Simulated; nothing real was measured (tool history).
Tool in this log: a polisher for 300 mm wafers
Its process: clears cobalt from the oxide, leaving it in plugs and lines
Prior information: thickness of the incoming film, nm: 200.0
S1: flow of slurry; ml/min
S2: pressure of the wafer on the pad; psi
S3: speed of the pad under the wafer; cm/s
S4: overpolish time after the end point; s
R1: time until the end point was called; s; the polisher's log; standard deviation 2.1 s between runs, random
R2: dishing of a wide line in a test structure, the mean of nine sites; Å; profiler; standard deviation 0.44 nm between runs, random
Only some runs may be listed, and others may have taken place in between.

Run 1, hour 0.0: S1 160 ml/min, S2 2.0 psi, S3 78 cm/s, S4 21 s. Result: R1 58.228 s, R2 514.71 Å.
Run 2, hour 8.2: S1 160 ml/min, S2 2.0 psi, S3 70 cm/s, S4 21 s. Result: R1 63.400 s, R2 501.58 Å.
Run 3, hour 14.8: S1 160 ml/min, S2 2.0 psi, S3 70 cm/s, S4 28 s. Result: R1 63.819 s, R2 600.58 Å.
Run 4, hour 22.9: S1 160 ml/min, S2 2.0 psi, S3 70 cm/s, S4 23 s. Result: R1 62.920 s, R2 519.07 Å.
Run 5, hour 30.9: S1 160 ml/min, S2 1.7 psi, S3 66 cm/s, S4 21 s. Result: R1 78.535 s, R2 432.38 Å.
Run 6, hour 38.3: S1 160 ml/min, S2 1.7 psi, S3 66 cm/s, S4 15 s. Result: R1 77.307 s, R2 335.16 Å.
Run 7, hour 46.2: S1 160 ml/min, S2 1.5 psi, S3 66 cm/s, S4 16 s. Result: R1 88.714 s, R2 314.30 Å.
Run 8, hour 51.5: S1 160 ml/min, S2 1.4 psi, S3 66 cm/s, S4 17 s. Result: R1 93.450 s, R2 315.72 Å.

Estimate the outcome of run 9 from the log above:
Run 9, hour 58.9: S1 160 ml/min, S2 1.3 psi, S3 66 cm/s, S4 17 s. Result: R1 ?, R2 ?.

For run 9 the tool returned R1 102.920 s, R2 297.01 Å.

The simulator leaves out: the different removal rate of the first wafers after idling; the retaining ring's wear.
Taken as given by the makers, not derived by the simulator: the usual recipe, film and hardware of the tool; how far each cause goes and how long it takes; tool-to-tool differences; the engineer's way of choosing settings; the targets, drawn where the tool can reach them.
